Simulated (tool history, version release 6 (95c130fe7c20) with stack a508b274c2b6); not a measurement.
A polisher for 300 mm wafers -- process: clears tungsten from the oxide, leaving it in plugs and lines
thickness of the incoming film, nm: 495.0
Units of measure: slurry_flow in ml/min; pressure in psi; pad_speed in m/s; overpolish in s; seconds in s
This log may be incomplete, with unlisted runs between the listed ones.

{"run": 1, "hour": 0.0, "slurry_flow": 290, "pressure": 4, "pad_speed": 0.88, "slurry_solids": 1, "overpolish": 13, "seconds": 106.48}
{"run": 2, "hour": 0.7, "slurry_flow": 245, "pressure": 4, "pad_speed": 0.88, "slurry_solids": 1, "overpolish": 13, "seconds": 110.26}
{"run": 3, "hour": 4.0, "slurry_flow": 245, "pressure": 3.8, "pad_speed": 0.88, "slurry_solids": 1, "overpolish": 13, "seconds": 115.82}
{"run": 4, "hour": 7.3, "slurry_flow": 245, "pressure": 3.8, "pad_speed": 1.04, "slurry_solids": 1, "overpolish": 13, "seconds": 97.648}
{"run": 5, "hour": 11.2, "slurry_flow": 245, "pressure": 3.6, "pad_speed": 1.04, "slurry_solids": 1, "overpolish": 13, "seconds": 100.95}
{"run": 6, "hour": 16.7, "slurry_flow": 245, "pressure": 3.4, "pad_speed": 1.04, "slurry_solids": 1, "overpolish": 13, "seconds": 105.88}
{"run": 7, "hour": 21.3, "slurry_flow": 245, "pressure": 3.2, "pad_speed": 1.04, "slurry_solids": 1, "overpolish": 13, "seconds": 119.4}
{"run": 8, "hour": 28.7, "slurry_flow": 245, "pressure": 3.1, "pad_speed": 1.04, "slurry_solids": 1, "overpolish": 13, "seconds": 119.57}
{"run": 9, "hour": 31.7, "slurry_flow": 245, "pressure": 3, "pad_speed": 1.04, "slurry_solids": 1, "overpolish": 13, "seconds": 120.11}
{"run": 10, "hour": 37.0, "slurry_flow": 245, "pressure": 2.9, "pad_speed": 1.04, "slurry_solids": 1, "overpolish": 13, "seconds": 126.84}

Run 11 has not been measured yet. What should we expect?
{"run": 11, "hour": 41.5, "slurry_flow": 245, "pressure": 2.8, "pad_speed": 1.04, "slurry_solids": 1, "overpolish": 13, "seconds": "?"}

{"run 11": {"seconds": 127.82}}
